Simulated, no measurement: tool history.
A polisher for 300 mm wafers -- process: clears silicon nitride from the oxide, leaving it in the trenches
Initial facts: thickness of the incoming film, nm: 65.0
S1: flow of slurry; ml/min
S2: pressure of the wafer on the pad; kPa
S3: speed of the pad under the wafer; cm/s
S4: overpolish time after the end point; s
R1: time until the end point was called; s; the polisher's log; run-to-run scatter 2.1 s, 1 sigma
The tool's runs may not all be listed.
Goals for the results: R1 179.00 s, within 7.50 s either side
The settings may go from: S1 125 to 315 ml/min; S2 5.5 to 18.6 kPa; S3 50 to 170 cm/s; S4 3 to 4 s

run 1 hour=0.0 | S1=205 S2=11.7 S3=110 S4=4 | R1=112.03
run 2 hour=4.4 | S1=205 S2=10.3 S3=110 S4=4 | R1=121.28
run 3 hour=11.0 | S1=205 S2=13.1 S3=110 S4=4 | R1=102.43
run 4 hour=13.9 | S1=205 S2=13.1 S3=110 S4=4 | R1=100.04
run 5 hour=22.8 | S1=205 S2=11.7 S3=108 S4=4 | R1=112.72
run 6 hour=24.3 | S1=205 S2=10.3 S3=106 S4=4 | R1=123.92
run 7 hour=28.0 | S1=205 S2=9.7 S3=104 S4=4 | R1=136.08
run 8 hour=32.3 | S1=205 S2=6.2 S3=102 S4=4 | R1=192.81

Exercise: of the 4 proposed moves below, exactly one satisfies all targets within the stated allowed misses. Which move is it?
run A hour=36.6 | S1=195 S2=5.5 S3=118 S4=3 | R1=?
run B hour=36.6 | S1=230 S2=7.6 S3=84 S4=4 | R1=?
run C hour=36.6 | S1=160 S2=6.2 S3=124 S4=3 | R1=?
run D hour=36.6 | S1=220 S2=7.6 S3=104 S4=3 | R1=?

move=A R1=177.90
move=B R1=193.95
move=C R1=159.92
move=D R1=158.53
A: meets every target
B: further off than the last run
C: moves the result that the last run missed by most past its target, out the other side
D: moves the result that the last run missed by most past its target, out the other side
The right move is A.
